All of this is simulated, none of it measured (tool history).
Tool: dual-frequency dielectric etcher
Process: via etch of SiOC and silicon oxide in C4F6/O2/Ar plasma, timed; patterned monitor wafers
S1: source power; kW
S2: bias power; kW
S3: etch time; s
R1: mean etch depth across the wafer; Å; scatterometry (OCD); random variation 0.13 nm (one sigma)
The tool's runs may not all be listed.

Run 1, hour 0: S1 0.37 kW, S2 0.158 kW, S3 52.5 s. Result: R1 576.79 Å.
Run 2, hour 7.9: S1 0.4 kW, S2 0.158 kW, S3 52.5 s. Result: R1 599.65 Å.
Run 3, hour 14.5: S1 0.4 kW, S2 0.158 kW, S3 52.5 s. Result: R1 599.64 Å.
Run 4, hour 17: S1 0.4 kW, S2 0.158 kW, S3 52.5 s. Result: R1 600.84 Å.
Run 5, hour 18: S1 0.37 kW, S2 0.157 kW, S3 52.5 s. Result: R1 576.18 Å.
Run 6, hour 19.3: S1 0.41 kW, S2 0.157 kW, S3 52.5 s. Result: R1 603.33 Å.
Run 7, hour 26: S1 0.38 kW, S2 0.156 kW, S3 52.5 s. Result: R1 581.38 Å.

Run 8 comes next. What will it give?
Run 8, hour 34.9: S1 0.36 kW, S2 0.155 kW, S3 52.5 s. Result: R1 ?.

Run 8 gave R1 565.92 Å.

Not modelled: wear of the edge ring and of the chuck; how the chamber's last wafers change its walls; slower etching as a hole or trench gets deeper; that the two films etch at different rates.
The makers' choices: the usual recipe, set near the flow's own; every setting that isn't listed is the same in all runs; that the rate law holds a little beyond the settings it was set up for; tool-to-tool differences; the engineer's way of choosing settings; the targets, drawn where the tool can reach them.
